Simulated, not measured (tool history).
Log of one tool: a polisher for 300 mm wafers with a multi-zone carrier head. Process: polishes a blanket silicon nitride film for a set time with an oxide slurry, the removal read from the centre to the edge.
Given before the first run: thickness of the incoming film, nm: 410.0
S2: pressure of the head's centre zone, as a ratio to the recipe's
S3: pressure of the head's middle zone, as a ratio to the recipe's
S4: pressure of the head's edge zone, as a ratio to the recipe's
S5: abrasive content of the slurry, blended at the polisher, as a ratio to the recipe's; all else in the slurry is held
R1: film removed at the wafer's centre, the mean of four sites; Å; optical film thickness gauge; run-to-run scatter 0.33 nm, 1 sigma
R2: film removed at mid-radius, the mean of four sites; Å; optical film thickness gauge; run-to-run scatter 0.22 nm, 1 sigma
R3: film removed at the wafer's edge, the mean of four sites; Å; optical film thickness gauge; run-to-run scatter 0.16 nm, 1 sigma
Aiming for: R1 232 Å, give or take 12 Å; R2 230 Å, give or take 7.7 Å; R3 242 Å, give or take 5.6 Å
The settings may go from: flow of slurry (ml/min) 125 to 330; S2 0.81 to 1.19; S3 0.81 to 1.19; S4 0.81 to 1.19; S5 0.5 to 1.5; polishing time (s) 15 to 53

Run 1, hour 0: flow of slurry (ml/min) 210, S2 1, S3 1, S4 1, S5 1, polishing time (s) 34. Result: R1 296.88 Å, R2 299.7 Å, R3 298.53 Å.
Run 2, hour 8.2: flow of slurry (ml/min) 205, S2 0.98, S3 0.97, S4 0.97, S5 0.95, polishing time (s) 34. Result: R1 289.89 Å, R2 287.42 Å, R3 287.18 Å.
Run 3, hour 13.7: flow of slurry (ml/min) 205, S2 0.98, S3 0.97, S4 0.9, S5 0.95, polishing time (s) 34. Result: R1 288.71 Å, R2 294.84 Å, R3 279.61 Å.
Run 4, hour 18.8: flow of slurry (ml/min) 205, S2 0.98, S3 0.97, S4 0.9, S5 1.15, polishing time (s) 34. Result: R1 313.41 Å, R2 307.4 Å, R3 296.75 Å.
Run 5, hour 22.4: flow of slurry (ml/min) 195, S2 0.96, S3 0.94, S4 0.89, S5 1.05, polishing time (s) 34. Result: R1 296.4 Å, R2 288.38 Å, R3 288.24 Å.
Run 6, hour 26.8: flow of slurry (ml/min) 195, S2 0.88, S3 0.94, S4 0.89, S5 1.05, polishing time (s) 34. Result: R1 278.66 Å, R2 290.58 Å, R3 287.34 Å.
Run 7, hour 28.7: flow of slurry (ml/min) 190, S2 0.88, S3 0.92, S4 0.88, S5 0.95, polishing time (s) 34. Result: R1 262.33 Å, R2 268.77 Å, R3 272.32 Å.
Run 8, hour 30: flow of slurry (ml/min) 160, S2 0.86, S3 0.86, S4 0.81, S5 0.75, polishing time (s) 34. Result: R1 231.07 Å, R2 231.73 Å, R3 233.34 Å.

Consider the 4 candidate settings below. Which is the only one whose results all fall within their allowed miss of target?
Run A, hour 31.3: flow of slurry (ml/min) 200, S2 0.91, S3 0.84, S4 0.82, S5 0.75, polishing time (s) 36. Result: R1 ?, R2 ?, R3 ?.
Run B, hour 31.3: flow of slurry (ml/min) 175, S2 0.81, S3 0.89, S4 0.89, S5 0.6, polishing time (s) 38. Result: R1 ?, R2 ?, R3 ?.
Run C, hour 31.3: flow of slurry (ml/min) 210, S2 0.85, S3 0.86, S4 0.88, S5 0.6, polishing time (s) 36. Result: R1 ?, R2 ?, R3 ?.
Run D, hour 31.3: flow of slurry (ml/min) 170, S2 0.94, S3 0.87, S4 0.81, S5 0.85, polishing time (s) 35. Result: R1 ?, R2 ?, R3 ?.

move      R1      R2      R3
   A  273.32  249.93  258.66
   B  238.06  246.84  254.83
   C  240.98   234.8  245.73
   D  276.25  254.59  257.01
A: the result that was furthest off in the last run now lies on the other side of its target
B: the result that was furthest off in the last run now lies on the other side of its target
C: hits every target within its allowed miss
D: the result that was furthest off in the last run now lies on the other side of its target
The right move is C.
